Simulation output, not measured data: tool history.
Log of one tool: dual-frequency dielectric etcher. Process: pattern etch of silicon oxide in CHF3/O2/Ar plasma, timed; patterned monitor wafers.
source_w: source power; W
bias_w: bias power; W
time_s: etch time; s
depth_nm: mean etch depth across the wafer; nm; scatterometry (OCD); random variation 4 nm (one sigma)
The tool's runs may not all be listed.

{"run": 1, "hour": 0.0, "source_w": 490, "bias_w": 151, "time_s": 401.0, "depth_nm": 651.8}
{"run": 2, "hour": 2.2, "source_w": 520, "bias_w": 153, "time_s": 401.0, "depth_nm": 670.56}
{"run": 3, "hour": 5.4, "source_w": 520, "bias_w": 153, "time_s": 366.5, "depth_nm": 602.4}
{"run": 4, "hour": 8.1, "source_w": 520, "bias_w": 142, "time_s": 366.5, "depth_nm": 588.81}
{"run": 5, "hour": 17.1, "source_w": 540, "bias_w": 154, "time_s": 368.5, "depth_nm": 624.49}
{"run": 6, "hour": 22.3, "source_w": 540, "bias_w": 135, "time_s": 368.5, "depth_nm": 586.82}
{"run": 7, "hour": 25.8, "source_w": 560, "bias_w": 148, "time_s": 370.5, "depth_nm": 627.06}
{"run": 8, "hour": 29.5, "source_w": 560, "bias_w": 148, "time_s": 370.5, "depth_nm": 625.62}
{"run": 9, "hour": 31.5, "source_w": 580, "bias_w": 156, "time_s": 371.5, "depth_nm": 639.63}

Run 10 is up next; what results do you expect?
{"run": 10, "hour": 36.3, "source_w": 590, "bias_w": 166, "time_s": 373.5, "depth_nm": "?"}

{"run 10": {"depth_nm": 679.4}}
